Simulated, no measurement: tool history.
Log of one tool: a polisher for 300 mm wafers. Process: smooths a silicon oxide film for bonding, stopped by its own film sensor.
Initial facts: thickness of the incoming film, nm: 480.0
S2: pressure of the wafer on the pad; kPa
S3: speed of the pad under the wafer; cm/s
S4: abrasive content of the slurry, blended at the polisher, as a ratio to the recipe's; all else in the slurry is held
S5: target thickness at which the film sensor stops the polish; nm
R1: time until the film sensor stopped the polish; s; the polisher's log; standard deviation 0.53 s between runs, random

Run 1, day 0: flow of slurry (ml/min) 130, S2 18.6 kPa, S3 98 cm/s, S4 1, S5 436 nm. Result: R1 47.997 s.
Run 2, day 0.267: flow of slurry (ml/min) 130, S2 18.6 kPa, S3 78 cm/s, S4 1, S5 436 nm. Result: R1 55.6 s.
Run 3, day 0.354: flow of slurry (ml/min) 130, S2 18.6 kPa, S3 78 cm/s, S4 1, S5 436 nm. Result: R1 56.429 s.
Run 4, day 0.6: flow of slurry (ml/min) 130, S2 21.4 kPa, S3 88 cm/s, S4 1, S5 437 nm. Result: R1 43.858 s.
Run 5, day 0.854: flow of slurry (ml/min) 120, S2 21.4 kPa, S3 88 cm/s, S4 1, S5 437 nm. Result: R1 44.839 s.
Run 6, day 0.996: flow of slurry (ml/min) 120, S2 21.4 kPa, S3 74 cm/s, S4 1, S5 437 nm. Result: R1 49.893 s.
Run 7, day 1.288: flow of slurry (ml/min) 120, S2 23.4 kPa, S3 82 cm/s, S4 1.05, S5 438 nm. Result: R1 40.822 s.
Run 8, day 1.6: flow of slurry (ml/min) 120, S2 24.8 kPa, S3 88 cm/s, S4 1.05, S5 438 nm. Result: R1 36.699 s.
Run 9, day 1.738: flow of slurry (ml/min) 120, S2 26.2 kPa, S3 94 cm/s, S4 1.05, S5 438 nm. Result: R1 32.943 s.
Run 10, day 1.971: flow of slurry (ml/min) 120, S2 26.9 kPa, S3 98 cm/s, S4 1.05, S5 438 nm. Result: R1 31.064 s.
Run 11, day 2: flow of slurry (ml/min) 120, S2 27.6 kPa, S3 102 cm/s, S4 1.05, S5 438 nm. Result: R1 29.697 s.
Run 12, day 2.108: flow of slurry (ml/min) 120, S2 27.6 kPa, S3 106 cm/s, S4 1.05, S5 438 nm. Result: R1 28.666 s.

Estimate the outcome of run 13 from the log above:
Run 13, day 2.267: flow of slurry (ml/min) 120, S2 27.6 kPa, S3 108 cm/s, S4 1.05, S5 438 nm. Result: R1 ?.

{"run 13": {"R1": 28.735}}
